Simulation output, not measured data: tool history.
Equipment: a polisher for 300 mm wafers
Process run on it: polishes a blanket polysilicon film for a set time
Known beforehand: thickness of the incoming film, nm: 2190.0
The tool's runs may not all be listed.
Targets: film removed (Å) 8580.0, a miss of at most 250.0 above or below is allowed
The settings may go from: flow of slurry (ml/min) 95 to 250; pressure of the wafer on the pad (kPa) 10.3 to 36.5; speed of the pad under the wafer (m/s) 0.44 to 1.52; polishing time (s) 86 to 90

run,day,flow of slurry (ml/min),pressure of the wafer on the pad (kPa),speed of the pad under the wafer (m/s),polishing time (s),film removed (Å)
1,0.000,160,23.4,0.98,86,6863.8
2,0.112,165,24.1,0.98,86,7100.8
3,0.208,170,24.8,0.98,86,7140.0
4,0.512,195,24.8,0.98,86,7435.1
5,0.817,195,24.8,0.98,90,7641.3
6,0.858,195,25.5,0.98,90,7937.4
7,1.008,215,26.9,0.98,90,8269.0
8,1.117,215,26.9,0.98,90,8218.4
9,1.371,215,27.6,0.98,90,8234.1

Next run, 5 choices. One meets every target within its allowed miss, the rest don't. Which?
A,1.625,180,26.9,0.96,90,?
B,1.625,200,25.5,1.04,87,?
C,1.625,235,26.9,1.08,86,?
D,1.625,215,32.4,1.02,86,?
E,1.625,240,29.6,1.04,90,?

move,film removed (Å)
A,7752.4
B,7927.2
C,8551.9
D,9061.3
E,9216.3
A: its largest miss is bigger than the last run's
B: its largest miss is bigger than the last run's
C: hits every target within its allowed miss
D: pushes the last run's worst result past its target
E: pushes the last run's worst result past its target
Answer: C
